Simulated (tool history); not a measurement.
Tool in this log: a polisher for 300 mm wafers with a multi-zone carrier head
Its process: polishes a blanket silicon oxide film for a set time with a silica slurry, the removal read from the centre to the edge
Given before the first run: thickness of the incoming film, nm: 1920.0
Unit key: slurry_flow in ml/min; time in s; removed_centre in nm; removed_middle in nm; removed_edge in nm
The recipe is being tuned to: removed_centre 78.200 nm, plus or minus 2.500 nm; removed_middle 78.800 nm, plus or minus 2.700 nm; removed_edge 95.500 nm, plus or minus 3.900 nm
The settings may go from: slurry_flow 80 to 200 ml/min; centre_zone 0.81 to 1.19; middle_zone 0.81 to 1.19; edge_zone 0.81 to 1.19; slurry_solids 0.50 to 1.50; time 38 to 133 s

run 1 hour=0.0 | slurry_flow=130 centre_zone=1.00 middle_zone=1.00 edge_zone=1.00 slurry_solids=1.00 time=85 | removed_centre=205.570 removed_middle=200.050 removed_edge=198.460
run 2 hour=8.1 | slurry_flow=120 centre_zone=0.96 middle_zone=0.95 edge_zone=1.01 slurry_solids=0.85 time=74 | removed_centre=154.120 removed_middle=152.550 removed_edge=160.860
run 3 hour=16.3 | slurry_flow=145 centre_zone=0.96 middle_zone=0.95 edge_zone=1.01 slurry_solids=0.85 time=74 | removed_centre=161.140 removed_middle=159.700 removed_edge=163.050
run 4 hour=20.8 | slurry_flow=145 centre_zone=0.96 middle_zone=0.95 edge_zone=0.94 slurry_solids=0.85 time=74 | removed_centre=160.850 removed_middle=160.680 removed_edge=157.410
run 5 hour=22.1 | slurry_flow=130 centre_zone=0.94 middle_zone=0.91 edge_zone=0.95 slurry_solids=0.75 time=67 | removed_centre=130.140 removed_middle=129.050 removed_edge=134.760
run 6 hour=24.5 | slurry_flow=130 centre_zone=0.94 middle_zone=0.91 edge_zone=0.89 slurry_solids=0.75 time=67 | removed_centre=128.760 removed_middle=127.720 removed_edge=131.170
run 7 hour=31.2 | slurry_flow=95 centre_zone=0.84 middle_zone=0.81 edge_zone=0.99 slurry_solids=0.50 time=46 | removed_centre=57.357 removed_middle=58.510 removed_edge=69.513
run 8 hour=32.9 | slurry_flow=120 centre_zone=0.84 middle_zone=0.81 edge_zone=1.03 slurry_solids=0.50 time=46 | removed_centre=61.324 removed_middle=62.720 removed_edge=73.967
run 9 hour=34.9 | slurry_flow=135 centre_zone=0.84 middle_zone=0.81 edge_zone=1.07 slurry_solids=0.55 time=46 | removed_centre=66.362 removed_middle=68.636 removed_edge=82.746
run 10 hour=38.7 | slurry_flow=170 centre_zone=0.89 middle_zone=0.82 edge_zone=1.12 slurry_solids=0.50 time=46 | removed_centre=70.498 removed_middle=68.121 removed_edge=81.491
run 11 hour=43.7 | slurry_flow=165 centre_zone=0.89 middle_zone=0.83 edge_zone=1.14 slurry_solids=0.55 time=46 | removed_centre=74.025 removed_middle=72.290 removed_edge=85.982

Which one of the following 4 next-run settings gets every result inside its allowed miss? There is exactly one.
run A hour=48.7 | slurry_flow=200 centre_zone=1.12 middle_zone=0.87 edge_zone=1.06 slurry_solids=0.50 time=41 | removed_centre=? removed_middle=? removed_edge=?
run B hour=48.7 | slurry_flow=170 centre_zone=0.81 middle_zone=0.90 edge_zone=1.15 slurry_solids=0.65 time=41 | removed_centre=? removed_middle=? removed_edge=?
run C hour=48.7 | slurry_flow=160 centre_zone=1.00 middle_zone=0.82 edge_zone=1.14 slurry_solids=0.50 time=43 | removed_centre=? removed_middle=? removed_edge=?
run D hour=48.7 | slurry_flow=160 centre_zone=0.87 middle_zone=0.84 edge_zone=1.17 slurry_solids=0.55 time=50 | removed_centre=? removed_middle=? removed_edge=?

move=A removed_centre=83.113 removed_middle=64.951 removed_edge=71.510
move=B removed_centre=68.475 removed_middle=76.186 removed_edge=85.925
move=C removed_centre=74.638 removed_middle=63.280 removed_edge=75.806
move=D removed_centre=80.161 removed_middle=79.460 removed_edge=94.926
A: the biggest miss grows against the last run
B: the biggest miss grows against the last run
C: the biggest miss grows against the last run
D: every result lands within tolerance
The right move is D.
